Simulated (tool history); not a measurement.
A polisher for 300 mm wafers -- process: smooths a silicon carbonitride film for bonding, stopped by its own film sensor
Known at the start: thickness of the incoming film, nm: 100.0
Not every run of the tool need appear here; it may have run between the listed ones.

run,hour,flow of slurry (ml/min),pressure of the wafer on the pad (kPa),speed of the pad under the wafer (m/s),abrasive content of the slurry,target thickness at which the film sensor stops the polish (angstrom),time until the film sensor stopped the polish (s)
1,0,265,19.3,0.74,1,830,62.477
2,4,255,17.9,0.7,0.95,830,74.857
3,10,250,16.5,0.66,0.9,830,89.341
4,18,245,15.9,0.62,0.9,830,94.543
5,24.6,245,15.9,0.62,0.9,850,84.343
6,31.8,245,15.9,0.62,0.7,850,105.28

Run 7 has not been measured yet. What should we expect?
7,39.6,245,15.2,0.58,0.7,850,?

{"run 7": {"time until the film sensor stopped the polish (s)": 115.24}}
